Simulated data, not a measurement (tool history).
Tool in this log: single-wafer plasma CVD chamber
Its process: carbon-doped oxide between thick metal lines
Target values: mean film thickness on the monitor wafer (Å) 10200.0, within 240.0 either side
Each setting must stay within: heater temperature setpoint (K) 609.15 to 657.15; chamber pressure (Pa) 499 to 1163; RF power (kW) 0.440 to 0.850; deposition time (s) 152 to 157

run  hour  heater temperature setpoint (K)  chamber pressure (Pa)  RF power (kW)  deposition time (s)  mean film thickness on the monitor wafer (Å)
  1   0.0                           633.15                    831          0.645                  152                                        8817.2
  2   8.4                           633.15                    831          0.645                  157                                        9034.8
  3  16.6                           632.15                    844          0.660                  157                                        9204.2
  4  17.8                           631.15                    852          0.675                  157                                        9312.2
  5  20.7                           631.15                    852          0.675                  157                                        9353.2
  6  28.5                           630.15                    859          0.690                  157                                        9467.4
  7  30.3                           630.15                    864          0.700                  157                                        9518.4
  8  36.5                           630.15                    869          0.710                  157                                        9588.0
  9  41.7                           630.15                    875          0.720                  157                                        9679.0
 10  50.3                           630.15                    879          0.730                  157                                        9725.9

Consider the 4 candidate settings below. Which is the only one whose results all fall within their allowed miss of target?
  A  58.9                           624.15                    928          0.665                  152                                             ?
  B  58.9                           631.15                   1011          0.805                  156                                             ?
  C  58.9                           627.15                    696          0.670                  157                                             ?
  D  58.9                           631.15                    848          0.620                  157                                             ?

move  mean film thickness on the monitor wafer (Å)
   A                                        9184.6
   B                                       10176.0
   C                                        9168.5
   D                                        8936.5
A: lands further from the targets than the last run did
B: in spec on every target
C: lands further from the targets than the last run did
D: lands further from the targets than the last run did
So the answer is move B, the one that meets all the targets.

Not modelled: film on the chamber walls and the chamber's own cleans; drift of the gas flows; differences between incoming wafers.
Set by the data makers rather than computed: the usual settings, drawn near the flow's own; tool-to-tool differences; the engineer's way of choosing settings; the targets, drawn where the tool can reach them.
